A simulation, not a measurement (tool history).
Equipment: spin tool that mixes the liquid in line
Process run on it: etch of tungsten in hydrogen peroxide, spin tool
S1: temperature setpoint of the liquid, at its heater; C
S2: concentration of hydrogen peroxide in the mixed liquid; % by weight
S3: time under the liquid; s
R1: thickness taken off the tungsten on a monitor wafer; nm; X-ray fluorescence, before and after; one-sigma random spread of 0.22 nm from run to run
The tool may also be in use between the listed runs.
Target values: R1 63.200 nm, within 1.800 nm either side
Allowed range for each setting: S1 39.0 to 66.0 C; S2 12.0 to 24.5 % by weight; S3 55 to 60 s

| run | day | S1 | S2 | S3 | R1 |
|---|---|---|---|---|---|
| 1 | 0.000 | 55.0 | 16.5 | 55 | 72.367 |
| 2 | 0.338 | 55.0 | 16.5 | 55 | 72.573 |
| 3 | 0.446 | 54.5 | 16.5 | 55 | 70.370 |
| 4 | 0.558 | 54.0 | 16.5 | 55 | 68.177 |
| 5 | 0.696 | 53.5 | 16.5 | 55 | 66.448 |
| 6 | 1.054 | 59.5 | 16.5 | 55 | 94.251 |
| 7 | 1.158 | 58.0 | 16.5 | 55 | 86.858 |
| 8 | 1.242 | 56.5 | 16.5 | 55 | 79.438 |
| 9 | 1.412 | 55.5 | 16.5 | 55 | 74.728 |
| 10 | 1.496 | 55.0 | 16.5 | 55 | 72.740 |
| 11 | 1.592 | 54.5 | 16.5 | 55 | 69.935 |
| 12 | 1.767 | 54.0 | 16.5 | 55 | 68.443 |
| 13 | 2.000 | 54.0 | 16.5 | 55 | 68.286 |
| 14 | 2.358 | 54.0 | 16.5 | 55 | 68.480 |
| 15 | 2.488 | 53.5 | 16.5 | 55 | 66.457 |

Consider the 5 candidate settings below. Which is the only one whose results all fall within their allowed miss of target?
| A | 2.617 | 53.5 | 17.5 | 55 | ? |
| B | 2.617 | 53.0 | 15.5 | 60 | ? |
| C | 2.617 | 53.0 | 15.0 | 60 | ? |
| D | 2.617 | 57.0 | 12.0 | 55 | ? |
| E | 2.617 | 52.0 | 17.5 | 55 | ? |

| move | R1 |
|---|---|
| A | 67.998 |
| B | 67.752 |
| C | 66.651 |
| D | 69.267 |
| E | 62.137 |
A: the biggest miss grows against the last run
B: the biggest miss grows against the last run
C: the biggest miss grows against the last run
D: the biggest miss grows against the last run
E: all results in spec
The move that meets every target is E.
